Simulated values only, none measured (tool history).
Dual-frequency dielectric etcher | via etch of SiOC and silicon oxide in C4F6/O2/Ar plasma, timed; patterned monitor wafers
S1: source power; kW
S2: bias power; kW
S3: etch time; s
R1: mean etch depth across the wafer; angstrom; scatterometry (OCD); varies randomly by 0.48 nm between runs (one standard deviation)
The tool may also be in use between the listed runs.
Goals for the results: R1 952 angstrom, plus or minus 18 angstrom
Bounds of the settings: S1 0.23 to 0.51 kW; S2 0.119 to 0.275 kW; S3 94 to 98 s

run,hour,S1,S2,S3,R1
1,0,0.37,0.197,94,1152.6
2,1.5,0.32,0.197,94,1121.3
3,4.4,0.3,0.182,94,1066.1
4,13.2,0.3,0.182,94,1069.9
5,16.8,0.29,0.173,94,1046.6
6,21,0.29,0.193,94,1091
7,27.5,0.28,0.182,94,1063.2
8,33.1,0.28,0.182,94,1063.7
9,37.8,0.27,0.172,94,1036.3
10,39.6,0.26,0.164,94,1018.8

4 next moves are on the table. One of them brings every result within its allowed miss. Which?
A,41.4,0.23,0.13,94,?
B,41.4,0.3,0.166,96.5,?
C,41.4,0.24,0.121,94,?
D,41.4,0.31,0.119,95,?

move,R1
A,923.19
B,1072
C,909.67
D,958.13
A: carries the result that was furthest off beyond its target, to the other side
B: misses by more than the last run did
C: carries the result that was furthest off beyond its target, to the other side
D: each result inside its tolerance
So the answer is move D, the one that meets all the targets.

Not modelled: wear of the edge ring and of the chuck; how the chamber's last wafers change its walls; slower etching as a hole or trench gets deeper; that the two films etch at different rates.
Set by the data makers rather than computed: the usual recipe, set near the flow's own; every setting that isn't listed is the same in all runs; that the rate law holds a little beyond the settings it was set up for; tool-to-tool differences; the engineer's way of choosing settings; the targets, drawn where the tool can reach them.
